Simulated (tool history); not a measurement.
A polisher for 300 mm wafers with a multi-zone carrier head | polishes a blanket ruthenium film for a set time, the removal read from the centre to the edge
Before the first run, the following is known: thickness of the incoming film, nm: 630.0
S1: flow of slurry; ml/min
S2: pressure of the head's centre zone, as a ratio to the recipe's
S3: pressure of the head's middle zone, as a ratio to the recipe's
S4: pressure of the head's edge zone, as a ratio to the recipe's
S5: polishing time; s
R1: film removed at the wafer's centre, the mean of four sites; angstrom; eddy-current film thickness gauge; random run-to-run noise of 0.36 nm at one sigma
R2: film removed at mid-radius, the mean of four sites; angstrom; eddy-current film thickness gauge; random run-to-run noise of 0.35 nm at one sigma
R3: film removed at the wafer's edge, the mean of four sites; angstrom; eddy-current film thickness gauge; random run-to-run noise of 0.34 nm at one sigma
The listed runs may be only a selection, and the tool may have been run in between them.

| run | hour | S1 | S2 | S3 | S4 | S5 | R1 | R2 | R3 |
|---|---|---|---|---|---|---|---|---|---|
| 1 | 0.0 | 270 | 1.00 | 1.00 | 1.00 | 36 | 400.58 | 406.62 | 411.87 |
| 2 | 3.9 | 270 | 1.00 | 1.00 | 1.00 | 32 | 353.07 | 366.69 | 355.54 |
| 3 | 11.3 | 265 | 0.99 | 0.97 | 1.01 | 31 | 340.01 | 351.41 | 354.57 |
| 4 | 17.7 | 260 | 0.99 | 0.95 | 1.01 | 30 | 333.27 | 323.28 | 341.14 |
| 5 | 23.0 | 260 | 1.06 | 0.95 | 1.01 | 30 | 346.77 | 332.27 | 343.30 |
| 6 | 31.4 | 260 | 1.06 | 0.88 | 1.01 | 30 | 350.97 | 314.95 | 343.72 |
| 7 | 36.2 | 255 | 1.04 | 0.87 | 1.01 | 29 | 338.66 | 303.23 | 326.87 |

The next listed run, before its measurement:
| 8 | 39.6 | 250 | 1.02 | 0.87 | 1.02 | 28 | ? | ? | ? |

R1: 320.68 angstrom
R2: 284.82 angstrom
R3: 320.68 angstrom
